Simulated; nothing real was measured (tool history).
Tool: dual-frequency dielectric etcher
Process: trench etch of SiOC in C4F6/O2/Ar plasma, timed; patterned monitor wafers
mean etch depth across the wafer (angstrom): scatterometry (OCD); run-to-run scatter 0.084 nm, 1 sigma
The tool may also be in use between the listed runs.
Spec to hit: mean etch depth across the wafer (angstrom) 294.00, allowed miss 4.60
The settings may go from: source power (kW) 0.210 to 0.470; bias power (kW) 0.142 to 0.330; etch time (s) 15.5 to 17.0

run,day,source power (kW),bias power (kW),etch time (s),mean etch depth across the wafer (angstrom)
1,0.000,0.340,0.236,17.0,334.47
2,0.354,0.370,0.236,17.0,339.59
3,0.629,0.370,0.255,17.0,351.43
4,0.762,0.350,0.249,17.0,342.13
5,0.812,0.340,0.244,17.0,338.51
# day 1.150: wet clean of the chamber
6,1.150,0.340,0.220,17.0,337.20
7,1.329,0.330,0.216,17.0,333.23
8,1.483,0.270,0.198,17.0,304.92
9,1.629,0.270,0.198,17.0,303.55

Consider the 4 candidate settings below. Which is the only one whose results all fall within their allowed miss of target?
A,1.775,0.280,0.205,17.0,?
B,1.775,0.270,0.177,17.0,?
C,1.775,0.280,0.227,16.0,?
D,1.775,0.290,0.210,16.5,?

move,mean etch depth across the wafer (angstrom)
A,312.11
B,293.23
C,304.89
D,308.43
A: moves away from the targets compared with the last run
B: hits every target within its allowed miss
C: moves away from the targets compared with the last run
D: moves away from the targets compared with the last run
Answer: B
